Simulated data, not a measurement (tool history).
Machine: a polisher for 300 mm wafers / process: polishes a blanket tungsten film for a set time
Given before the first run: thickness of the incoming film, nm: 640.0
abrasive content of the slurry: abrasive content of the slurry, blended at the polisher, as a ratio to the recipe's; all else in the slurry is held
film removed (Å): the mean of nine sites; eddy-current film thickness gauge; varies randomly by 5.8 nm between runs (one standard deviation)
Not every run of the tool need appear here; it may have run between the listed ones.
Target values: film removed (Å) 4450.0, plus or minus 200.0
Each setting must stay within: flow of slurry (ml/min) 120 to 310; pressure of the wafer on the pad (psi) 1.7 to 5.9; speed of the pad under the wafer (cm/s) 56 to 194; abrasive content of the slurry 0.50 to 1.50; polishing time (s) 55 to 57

run  hour  flow of slurry (ml/min)  pressure of the wafer on the pad (psi)  speed of the pad under the wafer (cm/s)  abrasive content of the slurry  polishing time (s)  film removed (Å)
  1   0.0                      200                                     3.8                                      124                            1.00                  55            3445.7
  2   8.8                      200                                     3.8                                      124                            0.80                  55            3360.9
  3  17.7                      200                                     3.8                                      124                            0.80                  57            3394.0
  4  25.1                      200                                     3.8                                      110                            0.80                  57            3099.3
  5  29.8                      200                                     3.8                                      130                            0.80                  57            3681.5
  6  30.5                      200                                     3.4                                      130                            0.80                  57            3357.2
  7  37.5                      200                                     3.4                                      130                            0.80                  57            3326.2
  8  42.9                      200                                     3.6                                      130                            0.80                  57            3501.3
  9  43.7                      200                                     3.8                                      130                            0.80                  57            3641.1
 10  47.0                      200                                     3.9                                      130                            0.80                  57            3692.6
 11  52.9                      200                                     4.0                                      130                            0.80                  57            3738.2
 12  60.8                      200                                     4.1                                      130                            0.80                  57            3818.7
 13  62.5                      200                                     4.2                                      130                            0.80                  57            3904.9
 14  66.9                      200                                     4.3                                      130                            0.80                  57            3923.8
 15  69.9                      200                                     4.4                                      130                            0.80                  57            4014.5
 16  71.1                      200                                     4.5                                      130                            0.80                  57            4100.1
 17  79.5                      200                                     4.6                                      130                            0.80                  57            4130.5
 18  82.6                      200                                     4.7                                      130                            0.80                  57            4182.6

Below are 4 possible settings for the next run. Only one of them brings all results inside the allowed miss of their targets. Which is it?
  A  85.7                      195                                     4.5                                      132                            0.80                  57                 ?
  B  85.7                      195                                     4.4                                      132                            0.85                  55                 ?
  C  85.7                      120                                     5.9                                      126                            0.80                  57                 ?
  D  85.7                      185                                     4.9                                      120                            0.80                  56                 ?

move  film removed (Å)
   A            4093.8
   B            3930.7
   C            4383.6
   D            3918.6
A: misses by more than the last run did
B: misses by more than the last run did
C: all results land within tolerance of their targets
D: misses by more than the last run did
Move C is the one to make.
